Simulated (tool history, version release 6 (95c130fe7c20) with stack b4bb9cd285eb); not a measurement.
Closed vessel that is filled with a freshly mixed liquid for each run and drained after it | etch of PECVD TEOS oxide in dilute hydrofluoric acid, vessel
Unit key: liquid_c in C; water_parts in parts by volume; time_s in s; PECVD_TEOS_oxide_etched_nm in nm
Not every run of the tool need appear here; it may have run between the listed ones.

Run 1, hour 0.0: liquid_c 24.0 C, water_parts 100 parts by volume, time_s 30 s. Result: PECVD_TEOS_oxide_etched_nm 3.6902 nm.
Run 2, hour 8.6: liquid_c 24.0 C, water_parts 100 parts by volume, time_s 30 s. Result: PECVD_TEOS_oxide_etched_nm 3.7012 nm.
Run 3, hour 12.3: liquid_c 25.0 C, water_parts 100 parts by volume, time_s 30 s. Result: PECVD_TEOS_oxide_etched_nm 3.8547 nm.
Run 4, hour 13.9: liquid_c 23.5 C, water_parts 100 parts by volume, time_s 30 s. Result: PECVD_TEOS_oxide_etched_nm 3.6437 nm.
Run 5, hour 21.1: liquid_c 24.5 C, water_parts 100 parts by volume, time_s 30 s. Result: PECVD_TEOS_oxide_etched_nm 3.7946 nm.
Run 6, hour 21.9: liquid_c 24.5 C, water_parts 70 parts by volume, time_s 30 s. Result: PECVD_TEOS_oxide_etched_nm 5.6793 nm.
At hour 26.4: thermometer replaced.
Run 7, hour 26.4: liquid_c 24.0 C, water_parts 70 parts by volume, time_s 30 s. Result: PECVD_TEOS_oxide_etched_nm 6.1388 nm.
Run 8, hour 29.0: liquid_c 23.5 C, water_parts 70 parts by volume, time_s 30 s. Result: PECVD_TEOS_oxide_etched_nm 5.9783 nm.

Run 9 is up next; what results do you expect?
Run 9, hour 36.1: liquid_c 23.0 C, water_parts 70 parts by volume, time_s 30 s. Result: PECVD_TEOS_oxide_etched_nm ?.

PECVD_TEOS_oxide_etched_nm: 5.7951 nm
